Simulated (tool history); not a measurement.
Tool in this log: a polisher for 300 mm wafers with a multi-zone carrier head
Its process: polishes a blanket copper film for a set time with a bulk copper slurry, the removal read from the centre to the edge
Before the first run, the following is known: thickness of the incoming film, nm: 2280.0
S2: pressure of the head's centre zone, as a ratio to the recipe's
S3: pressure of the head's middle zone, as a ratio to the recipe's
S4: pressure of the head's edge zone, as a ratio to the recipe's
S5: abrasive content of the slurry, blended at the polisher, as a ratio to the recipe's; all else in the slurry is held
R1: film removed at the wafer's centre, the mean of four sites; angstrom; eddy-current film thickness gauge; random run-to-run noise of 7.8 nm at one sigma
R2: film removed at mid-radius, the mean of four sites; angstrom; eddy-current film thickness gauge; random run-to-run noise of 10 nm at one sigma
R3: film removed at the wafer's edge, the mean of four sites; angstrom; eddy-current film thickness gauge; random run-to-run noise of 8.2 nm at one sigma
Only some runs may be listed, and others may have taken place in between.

Run 1, hour 0.0: flow of slurry (ml/min) 135, S2 1.00, S3 1.00, S4 1.00, S5 1.00, polishing time (s) 69. Result: R1 9383.0 angstrom, R2 9330.8 angstrom, R3 8994.4 angstrom.
Run 2, hour 6.2: flow of slurry (ml/min) 135, S2 1.00, S3 1.00, S4 1.00, S5 1.00, polishing time (s) 52. Result: R1 7042.0 angstrom, R2 6739.1 angstrom, R3 7037.9 angstrom.
Run 3, hour 11.7: flow of slurry (ml/min) 135, S2 0.99, S3 1.03, S4 0.97, S5 1.00, polishing time (s) 52. Result: R1 6831.2 angstrom, R2 7143.4 angstrom, R3 6891.8 angstrom.
Run 4, hour 12.6: flow of slurry (ml/min) 135, S2 0.99, S3 1.03, S4 0.97, S5 1.00, polishing time (s) 43. Result: R1 5802.6 angstrom, R2 5963.1 angstrom, R3 5777.7 angstrom.
Run 5, hour 14.2: flow of slurry (ml/min) 135, S2 0.99, S3 1.03, S4 0.97, S5 1.00, polishing time (s) 33. Result: R1 4403.8 angstrom, R2 4572.9 angstrom, R3 4303.2 angstrom.
Run 6, hour 23.1: flow of slurry (ml/min) 140, S2 1.00, S3 1.06, S4 0.98, S5 1.10, polishing time (s) 35. Result: R1 4774.7 angstrom, R2 5094.9 angstrom, R3 4832.5 angstrom.
Run 7, hour 25.8: flow of slurry (ml/min) 145, S2 1.02, S3 1.08, S4 0.97, S5 1.15, polishing time (s) 37. Result: R1 5277.4 angstrom, R2 5301.3 angstrom, R3 5051.7 angstrom.
Run 8, hour 34.2: flow of slurry (ml/min) 150, S2 1.01, S3 1.10, S4 0.96, S5 1.15, polishing time (s) 40. Result: R1 5703.6 angstrom, R2 6043.9 angstrom, R3 5478.2 angstrom.
Run 9, hour 38.3: flow of slurry (ml/min) 160, S2 1.01, S3 1.12, S4 0.96, S5 1.20, polishing time (s) 41. Result: R1 6127.6 angstrom, R2 6532.0 angstrom, R3 5759.8 angstrom.

The next listed run, before its measurement:
Run 10, hour 46.2: flow of slurry (ml/min) 165, S2 1.00, S3 1.13, S4 0.97, S5 1.20, polishing time (s) 41. Result: R1 ?, R2 ?, R3 ?.

R1: 5910.9 angstrom
R2: 6409.0 angstrom
R3: 5789.8 angstrom
